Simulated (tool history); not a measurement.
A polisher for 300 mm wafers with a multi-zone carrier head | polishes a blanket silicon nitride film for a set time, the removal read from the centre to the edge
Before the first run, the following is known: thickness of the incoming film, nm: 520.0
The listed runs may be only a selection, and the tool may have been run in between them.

run,hour,flow of slurry (ml/min),pressure of the head's centre zone,pressure of the head's middle zone,pressure of the head's edge zone,polishing time (s),film removed at the wafer's centre (Å),film removed at mid-radius (Å),film removed at the wafer's edge (Å)
1,0,135,1,1,1,66,1093.6,1117,1122.6
2,1.3,135,1,1,1,72,1213.9,1216.3,1190.6
3,3.4,140,1,1.02,1.01,72,1211.6,1239.6,1220
4,4.5,145,1,1.04,1,73,1239.7,1315.1,1237.5
5,13.1,145,1.08,1.04,1,73,1360.4,1287.9,1276.1
6,20.8,175,1.08,1.04,1,73,1382.8,1365.3,1294.8
# hour 23.4: worn pad replaced by a new one
7,23.4,180,1.07,1.05,1,73,1510.5,1490.3,1423.5
8,32,180,1.05,1.05,0.98,73,1457.4,1463,1413.4

For run 9, what comes out?
9,33.3,180,1.05,1.07,1,72,?,?,?

{"run 9": {"film removed at the wafer's centre (Å)": 1462.3, "film removed at mid-radius (Å)": 1494.2, "film removed at the wafer's edge (Å)": 1343.4}}
